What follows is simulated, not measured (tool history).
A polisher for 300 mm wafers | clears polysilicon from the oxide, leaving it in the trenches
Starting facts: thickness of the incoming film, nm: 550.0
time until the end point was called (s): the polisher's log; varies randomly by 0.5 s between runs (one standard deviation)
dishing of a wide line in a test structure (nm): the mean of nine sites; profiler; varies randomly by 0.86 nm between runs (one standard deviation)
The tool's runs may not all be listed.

| run | hour | flow of slurry (ml/min) | pressure of the wafer on the pad (kPa) | speed of the pad under the wafer (m/s) | overpolish time after the end point (s) | time until the end point was called (s) | dishing of a wide line in a test structure (nm) |
|---|---|---|---|---|---|---|---|
| 1 | 0 | 255 | 19.3 | 1.02 | 20 | 38.636 | 47.615 |
| 2 | 6.1 | 255 | 19.3 | 1.24 | 20 | 31.991 | 47.327 |
| 3 | 13.9 | 225 | 19.3 | 1.24 | 20 | 32.066 | 46.855 |
| 4 | 22.2 | 215 | 17.9 | 1.24 | 18 | 34.41 | 46.316 |
| 5 | 26.3 | 240 | 17.9 | 1.24 | 18 | 34.039 | 47.006 |
| 6 | 30.7 | 225 | 16.5 | 1.24 | 16 | 37.2 | 46.662 |
| 7 | 37.2 | 215 | 15.9 | 1.24 | 14 | 39.417 | 45.264 |
| 8 | 39.3 | 205 | 15.2 | 1.24 | 13 | 42.114 | 46.299 |
| 9 | 48.3 | 195 | 14.5 | 1.24 | 12 | 43.224 | 44.28 |

What will run 10 give?
| 10 | 57 | 155 | 9 | 1.38 | 6 | ? | ? |

{"run 10": {"time until the end point was called (s)": 63.73, "dishing of a wide line in a test structure (nm)": 30.973}}
